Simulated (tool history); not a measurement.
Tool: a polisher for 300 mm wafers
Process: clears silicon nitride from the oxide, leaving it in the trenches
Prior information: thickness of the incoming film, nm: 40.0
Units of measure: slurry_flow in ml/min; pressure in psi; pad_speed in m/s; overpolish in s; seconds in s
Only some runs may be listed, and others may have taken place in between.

run 1 hour=0.0 | slurry_flow=205 pressure=1.7 pad_speed=0.90 overpolish=35 | seconds=100.450
run 2 hour=0.5 | slurry_flow=205 pressure=1.7 pad_speed=0.90 overpolish=35 | seconds=101.240
run 3 hour=8.0 | slurry_flow=210 pressure=1.9 pad_speed=0.90 overpolish=35 | seconds=90.768
run 4 hour=12.9 | slurry_flow=210 pressure=2.1 pad_speed=0.90 overpolish=35 | seconds=82.842
run 5 hour=18.4 | slurry_flow=210 pressure=2.4 pad_speed=0.90 overpolish=35 | seconds=74.093
run 6 hour=21.2 | slurry_flow=210 pressure=2.4 pad_speed=0.90 overpolish=35 | seconds=74.231
run 7 hour=25.3 | slurry_flow=220 pressure=2.5 pad_speed=0.90 overpolish=35 | seconds=72.254

For run 8, what comes out?
run 8 hour=30.9 | slurry_flow=220 pressure=2.6 pad_speed=0.92 overpolish=35 | seconds=?

Logged for run 8: seconds 68.429 s.

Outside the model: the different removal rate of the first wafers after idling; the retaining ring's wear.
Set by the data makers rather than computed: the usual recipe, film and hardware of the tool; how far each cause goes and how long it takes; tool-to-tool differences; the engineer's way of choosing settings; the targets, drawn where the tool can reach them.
